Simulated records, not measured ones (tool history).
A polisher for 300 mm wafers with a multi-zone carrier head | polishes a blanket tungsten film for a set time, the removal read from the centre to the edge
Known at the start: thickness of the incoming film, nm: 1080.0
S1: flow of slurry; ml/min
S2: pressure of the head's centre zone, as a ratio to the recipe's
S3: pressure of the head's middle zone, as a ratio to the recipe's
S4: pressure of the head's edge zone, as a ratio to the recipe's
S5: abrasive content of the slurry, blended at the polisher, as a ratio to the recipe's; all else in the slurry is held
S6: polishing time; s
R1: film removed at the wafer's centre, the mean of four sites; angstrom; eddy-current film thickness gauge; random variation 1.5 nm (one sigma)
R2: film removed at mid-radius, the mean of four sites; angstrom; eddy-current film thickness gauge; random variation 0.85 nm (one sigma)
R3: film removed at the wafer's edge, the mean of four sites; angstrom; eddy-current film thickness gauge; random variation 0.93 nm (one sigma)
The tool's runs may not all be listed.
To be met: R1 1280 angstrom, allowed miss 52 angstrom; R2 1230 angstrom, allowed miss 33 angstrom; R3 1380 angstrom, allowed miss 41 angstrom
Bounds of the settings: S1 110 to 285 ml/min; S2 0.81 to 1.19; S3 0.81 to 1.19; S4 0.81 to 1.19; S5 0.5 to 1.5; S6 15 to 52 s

{"run": 1, "hour": 0.0, "S1": 180, "S2": 1, "S3": 1, "S4": 1, "S5": 1, "S6": 33, "R1": 1401.7, "R2": 1406.8, "R3": 1425}
{"run": 2, "hour": 4.2, "S1": 175, "S2": 1, "S3": 0.99, "S4": 1, "S5": 1, "S6": 33, "R1": 1371.2, "R2": 1376.1, "R3": 1404.4}
{"run": 3, "hour": 7.9, "S1": 175, "S2": 1, "S3": 0.99, "S4": 1, "S5": 1.2, "S6": 33, "R1": 1454.2, "R2": 1450.6, "R3": 1492.2}
{"run": 4, "hour": 15.8, "S1": 175, "S2": 0.94, "S3": 0.99, "S4": 1, "S5": 1.2, "S6": 33, "R1": 1358.5, "R2": 1427.9, "R3": 1470.5}
{"run": 5, "hour": 16.6, "S1": 175, "S2": 0.94, "S3": 0.99, "S4": 1.08, "S5": 1.2, "S6": 33, "R1": 1383.4, "R2": 1453.5, "R3": 1526.4}
{"run": 6, "hour": 19.2, "S1": 170, "S2": 0.94, "S3": 0.97, "S4": 1.06, "S5": 1.2, "S6": 33, "R1": 1375.7, "R2": 1404.6, "R3": 1518.1}
{"run": 7, "hour": 23.0, "S1": 165, "S2": 0.94, "S3": 0.96, "S4": 1.04, "S5": 1.2, "S6": 33, "R1": 1351.7, "R2": 1398.6, "R3": 1497.2}
{"run": 8, "hour": 30.5, "S1": 165, "S2": 0.94, "S3": 0.94, "S4": 1.02, "S5": 1.2, "S6": 33, "R1": 1332.7, "R2": 1364.6, "R3": 1489.5}
{"run": 9, "hour": 32.8, "S1": 160, "S2": 0.95, "S3": 0.93, "S4": 1, "S5": 1.2, "S6": 33, "R1": 1390, "R2": 1344, "R3": 1437.7}
{"run": 10, "hour": 33.8, "S1": 155, "S2": 0.94, "S3": 0.92, "S4": 1, "S5": 1.2, "S6": 33, "R1": 1318.2, "R2": 1333.8, "R3": 1477.1}
{"run": 11, "hour": 40.8, "S1": 155, "S2": 0.94, "S3": 0.91, "S4": 0.99, "S5": 1.2, "S6": 33, "R1": 1350.5, "R2": 1313.3, "R3": 1449}
{"run": 12, "hour": 49.7, "S1": 150, "S2": 0.94, "S3": 0.9, "S4": 0.98, "S5": 1.2, "S6": 33, "R1": 1324.8, "R2": 1307.6, "R3": 1409.8}
{"run": 13, "hour": 58.6, "S1": 145, "S2": 0.94, "S3": 0.89, "S4": 0.98, "S5": 1.2, "S6": 33, "R1": 1318.2, "R2": 1264.7, "R3": 1422.4}

5 next moves are on the table. One of them brings every result within its allowed miss. Which?
{"run": "A", "hour": 67.5, "S1": 220, "S2": 0.93, "S3": 0.88, "S4": 1.01, "S5": 1.35, "S6": 29, "R1": "?", "R2": "?", "R3": "?"}
{"run": "B", "hour": 67.5, "S1": 135, "S2": 0.91, "S3": 0.85, "S4": 1, "S5": 1.2, "S6": 34, "R1": "?", "R2": "?", "R3": "?"}
{"run": "C", "hour": 67.5, "S1": 145, "S2": 0.92, "S3": 0.85, "S4": 1.03, "S5": 1.3, "S6": 31, "R1": "?", "R2": "?", "R3": "?"}
{"run": "D", "hour": 67.5, "S1": 110, "S2": 0.91, "S3": 0.85, "S4": 0.93, "S5": 1.45, "S6": 35, "R1": "?", "R2": "?", "R3": "?"}
{"run": "E", "hour": 67.5, "S1": 120, "S2": 0.95, "S3": 0.88, "S4": 0.93, "S5": 1.15, "S6": 36, "R1": "?", "R2": "?", "R3": "?"}

move=A R1=1293.5 R2=1240.1 R3=1384.3
move=B R1=1296.2 R2=1249.3 R3=1465.1
move=C R1=1244.9 R2=1183.9 R3=1400.4
move=D R1=1315.7 R2=1278.9 R3=1478.5
move=E R1=1367 R2=1303.9 R3=1452.6
A: meets every target
B: brings the result that was furthest off to its target, and leaves another outside
C: takes the result that was furthest off past its target
D: further off than the last run
E: further off than the last run
The right move is A.
